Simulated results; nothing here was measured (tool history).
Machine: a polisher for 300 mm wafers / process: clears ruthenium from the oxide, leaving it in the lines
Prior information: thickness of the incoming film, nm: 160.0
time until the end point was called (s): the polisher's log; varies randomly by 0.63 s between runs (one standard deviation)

run  hour  flow of slurry (ml/min)  pressure of the wafer on the pad (kPa)  speed of the pad under the wafer (cm/s)  overpolish time after the end point (s)  time until the end point was called (s)
  1     0                      195                                    14.5                                      114                                       41                                   104.52
  2   8.6                      200                                    15.2                                      114                                       41                                   99.262
  3  15.8                      200                                    15.2                                       96                                       41                                   118.35
  4  23.1                      205                                    16.5                                       96                                       41                                   109.43
  5  29.7                      205                                    16.5                                       84                                       41                                   123.84
  6  35.2                      205                                    16.5                                      100                                       41                                   106.57
  7    40                      205                                    17.9                                      102                                       41                                   96.341
  8  44.6                      205                                    18.6                                      102                                       41                                   93.484
  9    50                      210                                    19.3                                      102                                       41                                   89.415

The next listed run, before its measurement:
 10  57.5                      210                                      20                                      102                                       41                                        ?

Run 10 measured time until the end point was called (s) 86.324.

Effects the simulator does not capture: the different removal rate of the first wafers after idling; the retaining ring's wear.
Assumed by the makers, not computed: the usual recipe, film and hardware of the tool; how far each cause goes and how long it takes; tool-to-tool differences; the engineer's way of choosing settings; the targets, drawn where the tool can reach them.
